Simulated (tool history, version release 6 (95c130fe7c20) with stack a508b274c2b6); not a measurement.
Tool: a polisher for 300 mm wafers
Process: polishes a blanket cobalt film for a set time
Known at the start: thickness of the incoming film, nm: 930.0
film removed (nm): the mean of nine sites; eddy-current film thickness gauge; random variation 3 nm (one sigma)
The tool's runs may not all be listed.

run  hour  flow of slurry (ml/min)  pressure of the wafer on the pad (psi)  speed of the pad under the wafer (cm/s)  polishing time (s)  film removed (nm)
  1     0                      205                                     1.6                                      112                  44             218.06
  2   2.6                      160                                     1.6                                      112                  44             211.09
  3   3.3                      160                                     1.6                                      102                  44             193.93
  4  10.2                      170                                     1.8                                      106                  44             227.21
  5  11.4                      215                                     1.8                                      106                  44             236.93
  6  17.3                      215                                     2.2                                      106                  44             287.96
  7  23.8                      225                                     2.3                                      112                  44             315.96
  8    27                      230                                     2.4                                      116                  44             340.96
  9  35.6                      235                                     2.4                                      120                  44             350.14
 10  44.1                      235                                     2.4                                      124                  44             360.13
 11    51                      240                                     2.4                                      128                  44             370.73

Forecast run 12:
 12  54.7                      250                                     2.6                                      134                  44                  ?

Run 12 gave film removed (nm) 428.55.

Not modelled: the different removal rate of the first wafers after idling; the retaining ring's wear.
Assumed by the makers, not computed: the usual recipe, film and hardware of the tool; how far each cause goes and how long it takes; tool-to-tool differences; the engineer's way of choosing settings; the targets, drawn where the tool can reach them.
